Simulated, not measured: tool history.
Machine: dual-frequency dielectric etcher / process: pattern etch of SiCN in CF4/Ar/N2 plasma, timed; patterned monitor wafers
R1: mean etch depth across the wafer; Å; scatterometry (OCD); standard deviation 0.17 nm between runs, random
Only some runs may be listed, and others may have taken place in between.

{"run": 1, "hour": 0.0, "source power (kW)": 0.54, "bias power (kW)": 0.091, "Ar flow (sccm)": 70, "CF4 flow (sccm)": 50, "etch time (s)": 58, "R1": 632.89}
{"run": 2, "hour": 3.3, "source power (kW)": 0.54, "bias power (kW)": 0.082, "Ar flow (sccm)": 70, "CF4 flow (sccm)": 50, "etch time (s)": 58, "R1": 611.17}
{"run": 3, "hour": 10.4, "source power (kW)": 0.48, "bias power (kW)": 0.08, "Ar flow (sccm)": 70, "CF4 flow (sccm)": 50, "etch time (s)": 58, "R1": 533.55}
{"run": 4, "hour": 13.8, "source power (kW)": 0.48, "bias power (kW)": 0.073, "Ar flow (sccm)": 70, "CF4 flow (sccm)": 50, "etch time (s)": 58, "R1": 519.07}
{"run": 5, "hour": 17.1, "source power (kW)": 0.48, "bias power (kW)": 0.073, "Ar flow (sccm)": 79, "CF4 flow (sccm)": 50, "etch time (s)": 58, "R1": 508.8}
{"run": 6, "hour": 18.3, "source power (kW)": 0.48, "bias power (kW)": 0.073, "Ar flow (sccm)": 79, "CF4 flow (sccm)": 50, "etch time (s)": 58, "R1": 505.03}

Run 7 comes next. What will it give?
{"run": 7, "hour": 21.5, "source power (kW)": 0.46, "bias power (kW)": 0.073, "Ar flow (sccm)": 79, "CF4 flow (sccm)": 50, "etch time (s)": 58, "R1": "?"}

Run 7 gave R1 482.02 Å.
